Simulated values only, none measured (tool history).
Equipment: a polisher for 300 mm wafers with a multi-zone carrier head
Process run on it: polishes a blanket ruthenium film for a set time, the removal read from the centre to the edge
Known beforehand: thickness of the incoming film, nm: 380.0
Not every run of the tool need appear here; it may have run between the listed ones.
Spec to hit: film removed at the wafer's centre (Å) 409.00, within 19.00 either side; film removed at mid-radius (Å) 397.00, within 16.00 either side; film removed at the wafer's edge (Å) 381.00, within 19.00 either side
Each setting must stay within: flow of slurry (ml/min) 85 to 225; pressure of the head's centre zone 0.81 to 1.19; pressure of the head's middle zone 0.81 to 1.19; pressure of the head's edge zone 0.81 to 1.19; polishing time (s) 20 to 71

| run | day | flow of slurry (ml/min) | pressure of the head's centre zone | pressure of the head's middle zone | pressure of the head's edge zone | polishing time (s) | film removed at the wafer's centre (Å) | film removed at mid-radius (Å) | film removed at the wafer's edge (Å) |
|---|---|---|---|---|---|---|---|---|---|
| 1 | 0.000 | 145 | 1.00 | 1.00 | 1.00 | 45 | 454.66 | 470.54 | 465.27 |
| 2 | 0.200 | 145 | 1.00 | 1.00 | 1.00 | 35 | 354.75 | 364.61 | 357.78 |
| 3 | 0.225 | 145 | 1.00 | 1.00 | 1.07 | 35 | 349.88 | 375.03 | 376.48 |
| 4 | 0.354 | 145 | 1.00 | 1.03 | 1.07 | 35 | 356.13 | 375.72 | 371.73 |
| 5 | 0.425 | 145 | 1.05 | 1.03 | 1.07 | 35 | 371.36 | 376.43 | 376.07 |
| 6 | 0.700 | 145 | 1.05 | 1.08 | 1.07 | 35 | 371.92 | 384.82 | 359.35 |
| 7 | 0.883 | 150 | 1.06 | 1.07 | 1.07 | 35 | 382.53 | 392.54 | 384.17 |
| 8 | 1.108 | 150 | 1.08 | 1.08 | 1.06 | 35 | 387.86 | 390.68 | 369.88 |

Which single option among these 5 for the next run brings every result within its allowed miss of target? Just one does.
| A | 1.333 | 160 | 1.08 | 1.18 | 1.01 | 37 | ? | ? | ? |
| B | 1.333 | 145 | 1.05 | 1.06 | 1.09 | 34 | ? | ? | ? |
| C | 1.333 | 160 | 1.14 | 1.08 | 1.11 | 35 | ? | ? | ? |
| D | 1.333 | 125 | 1.12 | 1.19 | 0.85 | 37 | ? | ? | ? |
| E | 1.333 | 140 | 1.19 | 1.02 | 0.96 | 38 | ? | ? | ? |

| move | film removed at the wafer's centre (Å) | film removed at mid-radius (Å) | film removed at the wafer's edge (Å) |
|---|---|---|---|
| A | 419.97 | 444.38 | 381.13 |
| B | 369.33 | 367.65 | 360.51 |
| C | 419.21 | 389.37 | 377.86 |
| D | 419.44 | 432.93 | 344.21 |
| E | 465.58 | 395.59 | 378.26 |
A: meets the target for the result that was furthest off, but another lies outside its allowed miss
B: misses by more than the last run did
C: all results in spec
D: meets the target for the result that was furthest off, but another lies outside its allowed miss
E: pushes the last run's worst result past its target
Correct choice: C, which meets every target
